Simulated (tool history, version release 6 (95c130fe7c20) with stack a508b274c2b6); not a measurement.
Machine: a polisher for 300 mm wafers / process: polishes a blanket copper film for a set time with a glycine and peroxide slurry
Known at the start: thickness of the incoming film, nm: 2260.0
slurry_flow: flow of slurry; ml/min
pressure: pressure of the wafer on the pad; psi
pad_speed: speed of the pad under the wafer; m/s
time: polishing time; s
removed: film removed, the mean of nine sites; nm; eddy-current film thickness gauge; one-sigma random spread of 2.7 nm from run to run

run 1 hour=0 | slurry_flow=200 pressure=2.3 pad_speed=0.98 time=86 | removed=445.47
run 2 hour=7 | slurry_flow=225 pressure=2.3 pad_speed=0.98 time=86 | removed=457.06
run 3 hour=12.1 | slurry_flow=225 pressure=2.3 pad_speed=1.16 time=86 | removed=514.23
run 4 hour=17.7 | slurry_flow=220 pressure=2 pad_speed=1.04 time=86 | removed=419.14
run 5 hour=21.2 | slurry_flow=200 pressure=2 pad_speed=1.04 time=86 | removed=416.74
run 6 hour=28.2 | slurry_flow=195 pressure=1.8 pad_speed=0.96 time=86 | removed=353.93
run 7 hour=29 | slurry_flow=190 pressure=1.6 pad_speed=0.92 time=86 | removed=318.05
run 8 hour=31.4 | slurry_flow=190 pressure=1.5 pad_speed=0.9 time=86 | removed=308.62
run 9 hour=36.3 | slurry_flow=190 pressure=1.5 pad_speed=0.9 time=86 | removed=310.77

Expected results for the next run?
run 10 hour=44.2 | slurry_flow=185 pressure=1.4 pad_speed=0.86 time=86 | removed=?

For run 10 the tool returned removed 277.43 nm.
